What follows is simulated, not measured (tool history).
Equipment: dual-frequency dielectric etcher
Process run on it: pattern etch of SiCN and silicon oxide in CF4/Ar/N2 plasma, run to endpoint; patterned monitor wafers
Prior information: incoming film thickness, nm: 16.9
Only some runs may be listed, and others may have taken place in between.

Run 1, hour 0: source power (W) 360, bias power (W) 62, Ar flow (sccm) 114, CF4 flow (sccm) 71. Result: endpoint time (s) 25.392.
Run 2, hour 5.4: source power (W) 360, bias power (W) 62, Ar flow (sccm) 114, CF4 flow (sccm) 58. Result: endpoint time (s) 25.883.
Run 3, hour 12.6: source power (W) 310, bias power (W) 62, Ar flow (sccm) 114, CF4 flow (sccm) 58. Result: endpoint time (s) 30.307.
Run 4, hour 19.6: source power (W) 370, bias power (W) 62, Ar flow (sccm) 114, CF4 flow (sccm) 58. Result: endpoint time (s) 25.158.
Run 5, hour 22.8: source power (W) 370, bias power (W) 62, Ar flow (sccm) 128, CF4 flow (sccm) 58. Result: endpoint time (s) 25.784.
Run 6, hour 24.6: source power (W) 370, bias power (W) 62, Ar flow (sccm) 135, CF4 flow (sccm) 58. Result: endpoint time (s) 26.074.
Run 7, hour 30.2: source power (W) 380, bias power (W) 62, Ar flow (sccm) 135, CF4 flow (sccm) 58. Result: endpoint time (s) 25.495.

What does the tool deliver on the next run?
Run 8, hour 38.7: source power (W) 450, bias power (W) 65, Ar flow (sccm) 134, CF4 flow (sccm) 58. Result: endpoint time (s) ?.

{"run 8": {"endpoint time (s)": 21.297}}
